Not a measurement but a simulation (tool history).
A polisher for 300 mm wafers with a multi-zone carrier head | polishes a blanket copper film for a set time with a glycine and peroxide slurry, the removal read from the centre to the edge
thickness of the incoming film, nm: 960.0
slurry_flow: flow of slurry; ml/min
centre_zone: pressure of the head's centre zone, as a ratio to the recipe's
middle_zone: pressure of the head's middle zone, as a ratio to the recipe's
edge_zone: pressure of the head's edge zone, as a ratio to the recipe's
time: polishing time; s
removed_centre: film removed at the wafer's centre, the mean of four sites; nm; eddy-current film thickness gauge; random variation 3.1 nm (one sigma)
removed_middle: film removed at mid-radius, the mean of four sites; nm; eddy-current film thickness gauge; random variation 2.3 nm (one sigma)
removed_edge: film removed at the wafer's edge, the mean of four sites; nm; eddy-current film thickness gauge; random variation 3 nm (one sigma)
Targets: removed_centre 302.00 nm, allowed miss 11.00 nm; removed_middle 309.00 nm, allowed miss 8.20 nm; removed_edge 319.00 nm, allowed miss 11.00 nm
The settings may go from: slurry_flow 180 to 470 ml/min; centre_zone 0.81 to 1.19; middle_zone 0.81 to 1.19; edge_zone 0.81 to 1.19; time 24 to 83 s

run  hour  slurry_flow  centre_zone  middle_zone  edge_zone  time  removed_centre  removed_middle  removed_edge
  1   0.0          300         1.00         1.00       1.00    53          245.70          254.69        242.19
  2   1.2          300         0.92         1.00       1.00    53          228.80          250.41        243.99
  3   4.0          300         0.99         1.00       1.00    53          244.27          255.49        244.17
  4   7.0          300         0.99         1.00       1.00    64          293.07          311.00        296.90
  5   8.4          305         0.99         0.99       1.03    64          288.20          305.54        296.02
  6  15.4          305         0.99         0.99       1.03    53          246.15          254.20        244.19
  7  22.3          285         0.98         0.97       1.03    58          262.28          265.54        271.18
  8  31.0          275         0.99         0.98       1.05    61          274.65          286.75        285.17
  9  36.4          265         1.00         0.97       1.06    63          288.55          288.56        297.02
 10  38.5          265         1.00         0.97       1.08    64          286.58          293.00        298.76
 11  39.4          270         1.00         0.97       1.08    65          298.87          300.96        303.00
 12  41.4          270         1.00         0.97       1.08    65          297.50          295.26        308.43

4 next moves are on the table. One of them brings every result within its allowed miss. Which?
  A  43.4          275         0.96         0.87       1.13    67               ?               ?             ?
  B  43.4          285         0.97         0.96       1.06    67               ?               ?             ?
  C  43.4          300         0.97         0.93       1.07    64               ?               ?             ?
  D  43.4          360         0.91         0.90       1.08    65               ?               ?             ?

move  removed_centre  removed_middle  removed_edge
   A          296.57          285.25        323.99
   B          300.67          310.81        314.66
   C          288.83          290.65        303.27
   D          282.98          292.16        313.52
A: further off than the last run
B: meets every target
C: further off than the last run
D: further off than the last run
The right move is B.
